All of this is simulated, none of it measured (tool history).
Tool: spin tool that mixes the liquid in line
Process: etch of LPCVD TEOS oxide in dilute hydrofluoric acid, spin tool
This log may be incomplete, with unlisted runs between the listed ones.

run,hour,temperature setpoint of the liquid (K),parts of water to one part of 49 % hydrofluoric acid (parts by volume),time under the liquid (s),thickness taken off the LPCVD TEOS oxide on a monitor wafer (nm)
1,0,298.15,110,65,10.856
2,4.5,299.65,110,65,11.605
3,8.1,300.65,110,65,12.243
4,10.3,301.15,110,65,12.424
5,14.7,301.65,110,65,12.553
6,23.7,301.65,110,65,12.728

Estimate the outcome of run 7 from the log above:
7,25.7,302.15,110,65,?

Run 7 yielded thickness taken off the LPCVD TEOS oxide on a monitor wafer (nm) 12.858.
